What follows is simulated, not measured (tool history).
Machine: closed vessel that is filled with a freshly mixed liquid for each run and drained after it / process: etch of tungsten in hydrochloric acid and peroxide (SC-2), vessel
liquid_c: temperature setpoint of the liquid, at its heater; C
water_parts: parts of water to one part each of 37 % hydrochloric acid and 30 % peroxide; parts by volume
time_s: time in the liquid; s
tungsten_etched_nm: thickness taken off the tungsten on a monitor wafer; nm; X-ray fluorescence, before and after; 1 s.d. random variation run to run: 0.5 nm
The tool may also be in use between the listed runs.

run 1 hour=0.0 | liquid_c=56.0 water_parts=8.0 time_s=145 | tungsten_etched_nm=79.112
run 2 hour=0.9 | liquid_c=61.0 water_parts=8.0 time_s=145 | tungsten_etched_nm=109.400
run 3 hour=9.5 | liquid_c=62.0 water_parts=8.0 time_s=145 | tungsten_etched_nm=117.240
run 4 hour=10.6 | liquid_c=62.0 water_parts=10.5 time_s=145 | tungsten_etched_nm=93.322
run 5 hour=17.3 | liquid_c=68.0 water_parts=10.5 time_s=145 | tungsten_etched_nm=134.300
run 6 hour=18.5 | liquid_c=68.0 water_parts=10.5 time_s=155 | tungsten_etched_nm=142.850
run 7 hour=27.6 | liquid_c=67.5 water_parts=10.5 time_s=155 | tungsten_etched_nm=138.350
run 8 hour=35.8 | liquid_c=67.5 water_parts=10.5 time_s=155 | tungsten_etched_nm=138.720
run 9 hour=40.1 | liquid_c=67.0 water_parts=10.5 time_s=155 | tungsten_etched_nm=135.200

What does the tool deliver on the next run?
run 10 hour=47.0 | liquid_c=66.0 water_parts=10.5 time_s=155 | tungsten_etched_nm=?

tungsten_etched_nm: 127.730 nm

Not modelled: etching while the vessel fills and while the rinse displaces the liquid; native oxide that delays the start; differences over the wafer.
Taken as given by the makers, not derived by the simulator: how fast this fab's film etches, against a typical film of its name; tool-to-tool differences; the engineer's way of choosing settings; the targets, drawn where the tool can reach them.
